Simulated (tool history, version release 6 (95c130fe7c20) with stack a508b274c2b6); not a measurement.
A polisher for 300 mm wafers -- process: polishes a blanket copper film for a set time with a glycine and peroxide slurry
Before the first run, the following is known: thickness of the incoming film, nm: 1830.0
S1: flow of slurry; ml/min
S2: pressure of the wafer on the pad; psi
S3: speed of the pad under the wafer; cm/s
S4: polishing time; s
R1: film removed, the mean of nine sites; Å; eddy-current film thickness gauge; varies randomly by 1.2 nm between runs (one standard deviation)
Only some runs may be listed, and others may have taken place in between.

run	day	S1	S2	S3	S4	R1
1	0.000	140	2.3	94	55	2201.6
2	0.142	140	2.3	72	55	1797.1
3	0.183	135	2.1	72	55	1661.4
4	0.225	135	2.1	72	55	1660.4
5	0.479	105	2.1	72	55	1585.7
6	0.746	105	2.1	84	55	1790.9
7	0.954	105	1.9	84	55	1675.9

Run 8, settings as shown, results not yet in. Your forecast:
8	1.271	105	1.8	84	55	?

R1: 1609.1 Å
